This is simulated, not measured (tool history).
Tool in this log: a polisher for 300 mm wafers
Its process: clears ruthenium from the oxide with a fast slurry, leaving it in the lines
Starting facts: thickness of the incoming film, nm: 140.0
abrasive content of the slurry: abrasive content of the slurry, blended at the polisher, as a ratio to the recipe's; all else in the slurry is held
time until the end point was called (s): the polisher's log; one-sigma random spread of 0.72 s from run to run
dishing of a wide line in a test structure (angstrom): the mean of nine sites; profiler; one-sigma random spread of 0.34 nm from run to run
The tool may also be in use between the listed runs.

| run | hour | flow of slurry (ml/min) | pressure of the wafer on the pad (psi) | speed of the pad under the wafer (cm/s) | abrasive content of the slurry | overpolish time after the end point (s) | time until the end point was called (s) | dishing of a wide line in a test structure (angstrom) |
|---|---|---|---|---|---|---|---|---|
| 1 | 0.0 | 275 | 2.4 | 98 | 1.00 | 10 | 47.433 | 256.73 |
| 2 | 5.2 | 275 | 2.4 | 98 | 1.00 | 13 | 45.827 | 323.69 |
| 3 | 10.0 | 275 | 2.0 | 98 | 1.00 | 13 | 56.615 | 288.06 |
| 4 | 11.4 | 275 | 2.0 | 112 | 1.00 | 13 | 49.131 | 331.02 |
| 5 | 14.5 | 275 | 2.0 | 134 | 1.00 | 13 | 41.015 | 376.44 |
|  | 22.4 | head pressure recalibrated |
| 6 | 22.4 | 275 | 2.0 | 152 | 1.00 | 13 | 32.837 | 463.24 |
| 7 | 29.6 | 275 | 1.9 | 148 | 1.00 | 13 | 35.573 | 437.83 |
| 8 | 34.2 | 275 | 1.3 | 120 | 0.95 | 11 | 63.132 | 212.75 |

The next listed run, before its measurement:
| 9 | 37.2 | 275 | 1.2 | 120 | 0.95 | 12 | ? | ? |

{"run 9": {"time until the end point was called (s)": 68.928, "dishing of a wide line in a test structure (angstrom)": 220.81}}

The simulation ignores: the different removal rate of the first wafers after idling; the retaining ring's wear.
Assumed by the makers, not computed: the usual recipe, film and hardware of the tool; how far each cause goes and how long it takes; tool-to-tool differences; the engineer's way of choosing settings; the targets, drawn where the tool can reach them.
